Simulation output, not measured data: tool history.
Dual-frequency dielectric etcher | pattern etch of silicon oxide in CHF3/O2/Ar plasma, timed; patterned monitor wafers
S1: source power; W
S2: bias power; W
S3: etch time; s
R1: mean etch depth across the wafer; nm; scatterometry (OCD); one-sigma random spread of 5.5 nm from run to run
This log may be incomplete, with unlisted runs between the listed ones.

| run | hour | S1 | S2 | S3 | R1 |
|---|---|---|---|---|---|
| 1 | 0 | 580 | 124 | 631 | 1058.2 |
| 2 | 0.8 | 630 | 124 | 631 | 1106.2 |
| 3 | 6.8 | 580 | 121 | 631 | 1044 |
| 4 | 10.6 | 580 | 133 | 631 | 1083.6 |
| 5 | 13.5 | 580 | 133 | 631 | 1095.3 |
| 6 | 19.5 | 530 | 131 | 631 | 1038 |

Estimate the outcome of run 7 from the log above:
| 7 | 22.7 | 500 | 129 | 631 | ? |

Run 7 produced R1 986.86 nm.
